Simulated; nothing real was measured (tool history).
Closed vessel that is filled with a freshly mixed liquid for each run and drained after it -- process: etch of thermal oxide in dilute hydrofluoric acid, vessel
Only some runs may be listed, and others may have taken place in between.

run,hour,temperature setpoint of the liquid (C),parts of water to one part of 49 % hydrofluoric acid (parts by volume),time in the liquid (s),thickness taken off the thermal oxide on a monitor wafer (nm)
1,0,24,245,755,11.518
2,3.4,24,245,755,11.459
3,5,24,245,550,8.3501
4,10.8,24,245,755,11.471
5,19.5,24,170,755,17.905
6,21.1,22,205,755,13.294
7,29.7,20.5,230,755,10.95
8,36.1,19.5,250,755,9.5007
9,38.2,19,265,755,8.6923

Forecast run 10:
10,42.7,18.5,280,755,?

Logged for run 10: thickness taken off the thermal oxide on a monitor wafer (nm) 7.9428.

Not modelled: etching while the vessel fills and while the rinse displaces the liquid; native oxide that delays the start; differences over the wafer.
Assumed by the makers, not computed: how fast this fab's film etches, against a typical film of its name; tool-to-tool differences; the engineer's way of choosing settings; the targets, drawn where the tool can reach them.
